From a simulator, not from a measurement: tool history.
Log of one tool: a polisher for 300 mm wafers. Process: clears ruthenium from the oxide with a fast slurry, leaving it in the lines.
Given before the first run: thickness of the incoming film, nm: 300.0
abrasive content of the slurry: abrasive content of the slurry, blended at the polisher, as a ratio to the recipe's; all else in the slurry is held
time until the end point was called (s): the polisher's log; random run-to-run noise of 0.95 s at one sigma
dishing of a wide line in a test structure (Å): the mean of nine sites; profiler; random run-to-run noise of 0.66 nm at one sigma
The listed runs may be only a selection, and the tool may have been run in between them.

run  hour  flow of slurry (ml/min)  pressure of the wafer on the pad (psi)  speed of the pad under the wafer (m/s)  abrasive content of the slurry  overpolish time after the end point (s)  time until the end point was called (s)  dishing of a wide line in a test structure (Å)
  1     0                      300                                     3.2                                    1.22                               1                                       11                                   49.593                                           561.6
  2   6.5                      300                                       3                                    1.22                               1                                       10                                   52.891                                          492.72
  3  14.2                      300                                     2.9                                    1.22                               1                                        9                                   52.559                                          429.32
  4  22.4                      300                                     2.9                                    1.22                            0.85                                        9                                    57.46                                           416.8
  5  23.6                      300                                     2.9                                    1.22                            0.85                                       11                                   56.768                                          480.75
  6  25.1                      300                                     2.9                                    1.22                            0.65                                       11                                   66.256                                          411.37
  7    31                      300                                     2.9                                    1.22                            0.65                                       10                                   67.805                                          401.53

Predict the results of run 8:
  8  35.5                      300                                     2.9                                    1.22                            0.65                                        9                                        ?                                               ?

time until the end point was called (s): 68.598
dishing of a wide line in a test structure (Å): 354.3

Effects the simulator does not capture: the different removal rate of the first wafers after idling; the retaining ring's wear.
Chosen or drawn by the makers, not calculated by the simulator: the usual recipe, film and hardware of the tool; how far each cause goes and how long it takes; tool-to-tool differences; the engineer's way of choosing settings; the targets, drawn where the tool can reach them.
